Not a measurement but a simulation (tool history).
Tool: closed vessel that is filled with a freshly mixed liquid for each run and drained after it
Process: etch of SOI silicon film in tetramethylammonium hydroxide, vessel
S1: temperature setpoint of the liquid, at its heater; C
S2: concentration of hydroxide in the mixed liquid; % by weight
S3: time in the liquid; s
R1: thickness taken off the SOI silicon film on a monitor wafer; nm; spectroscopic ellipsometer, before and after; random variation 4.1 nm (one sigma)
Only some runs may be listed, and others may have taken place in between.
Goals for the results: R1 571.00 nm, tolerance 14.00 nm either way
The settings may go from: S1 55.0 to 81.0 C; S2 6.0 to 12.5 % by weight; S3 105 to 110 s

| run | hour | S1 | S2 | S3 | R1 |
|---|---|---|---|---|---|
| 1 | 0.0 | 68.0 | 8.5 | 105 | 702.28 |
| 2 | 3.1 | 65.5 | 8.5 | 105 | 603.53 |
| 3 | 9.3 | 65.5 | 8.5 | 105 | 598.41 |
| 4 | 13.0 | 65.5 | 8.5 | 105 | 596.45 |
| 5 | 17.8 | 69.5 | 8.5 | 105 | 757.01 |
| 6 | 22.3 | 68.0 | 8.5 | 105 | 706.10 |
| 7 | 30.2 | 67.0 | 8.5 | 105 | 662.87 |
| 8 | 31.8 | 66.0 | 8.5 | 105 | 618.48 |
| 9 | 33.0 | 65.5 | 8.5 | 105 | 597.56 |

Exactly one of the 5 candidate moves below puts every result within its allowed miss. Which one?
| A | 34.2 | 66.0 | 9.0 | 105 | ? |
| B | 34.2 | 61.5 | 7.0 | 110 | ? |
| C | 34.2 | 63.5 | 8.0 | 105 | ? |
| D | 34.2 | 64.5 | 8.0 | 105 | ? |
| E | 34.2 | 66.5 | 8.5 | 105 | ? |

| move | R1 |
|---|---|
| A | 603.59 |
| B | 519.62 |
| C | 539.79 |
| D | 573.63 |
| E | 634.55 |
A: the biggest miss grows against the last run
B: the result that was furthest off in the last run now lies on the other side of its target
C: the result that was furthest off in the last run now lies on the other side of its target
D: each result inside its tolerance
E: the biggest miss grows against the last run
Answer: D
